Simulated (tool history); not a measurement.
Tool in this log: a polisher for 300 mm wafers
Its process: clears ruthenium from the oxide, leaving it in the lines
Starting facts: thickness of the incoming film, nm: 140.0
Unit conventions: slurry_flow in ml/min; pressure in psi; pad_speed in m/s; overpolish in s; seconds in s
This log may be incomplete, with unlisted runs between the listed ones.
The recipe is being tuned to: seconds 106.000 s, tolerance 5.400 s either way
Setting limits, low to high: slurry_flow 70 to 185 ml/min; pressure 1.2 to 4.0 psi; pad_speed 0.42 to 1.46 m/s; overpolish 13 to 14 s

run 1 hour=0.0 | slurry_flow=120 pressure=2.6 pad_speed=0.94 overpolish=13 | seconds=84.479
run 2 hour=4.0 | slurry_flow=120 pressure=3.0 pad_speed=0.94 overpolish=13 | seconds=72.597
run 3 hour=11.7 | slurry_flow=120 pressure=3.5 pad_speed=0.94 overpolish=13 | seconds=61.876
run 4 hour=20.6 | slurry_flow=120 pressure=3.2 pad_speed=0.92 overpolish=13 | seconds=70.760
run 5 hour=22.3 | slurry_flow=120 pressure=3.0 pad_speed=0.92 overpolish=13 | seconds=75.421
run 6 hour=31.2 | slurry_flow=120 pressure=2.8 pad_speed=0.92 overpolish=13 | seconds=80.920
run 7 hour=31.9 | slurry_flow=120 pressure=2.7 pad_speed=0.92 overpolish=13 | seconds=82.644
run 8 hour=39.5 | slurry_flow=115 pressure=2.0 pad_speed=0.90 overpolish=13 | seconds=113.280

5 candidate next runs follow, results not yet known. Just one meets every target within its allowed miss. Identify it.
run A hour=47.1 | slurry_flow=140 pressure=2.1 pad_speed=1.06 overpolish=13 | seconds=?
run B hour=47.1 | slurry_flow=130 pressure=2.0 pad_speed=0.82 overpolish=14 | seconds=?
run C hour=47.1 | slurry_flow=80 pressure=1.7 pad_speed=1.08 overpolish=14 | seconds=?
run D hour=47.1 | slurry_flow=130 pressure=1.6 pad_speed=0.98 overpolish=14 | seconds=?
run E hour=47.1 | slurry_flow=140 pressure=2.1 pad_speed=0.88 overpolish=14 | seconds=?

move=A seconds=89.266
move=B seconds=119.650
move=C seconds=122.420
move=D seconds=126.160
move=E seconds=105.690
A: takes the result that was furthest off past its target
B: its largest miss is bigger than the last run's
C: its largest miss is bigger than the last run's
D: its largest miss is bigger than the last run's
E: in spec on every target
The right move is E.
